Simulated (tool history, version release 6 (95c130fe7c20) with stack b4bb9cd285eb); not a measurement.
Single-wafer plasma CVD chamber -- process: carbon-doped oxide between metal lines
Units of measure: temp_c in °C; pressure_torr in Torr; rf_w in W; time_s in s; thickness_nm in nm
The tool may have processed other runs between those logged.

run	day	temp_c	pressure_torr	rf_w	time_s	thickness_nm
1	0	365	4.4	615	21.4	111.89
2	0.208	365	4.4	680	21.4	121.26
3	0.512	365	4.11	680	21.4	120.15
4	0.633	361	4.11	680	21.4	120.86
5	0.975	361	3.35	680	21.4	119.07
6	1.133	361	2.82	680	21.4	117.7
7	1.388	363	2.79	655	21.3	113.34

What will run 8 give?
8	1.479	365	2.76	635	21.3	?

{"run 8": {"thickness_nm": 110.03}}
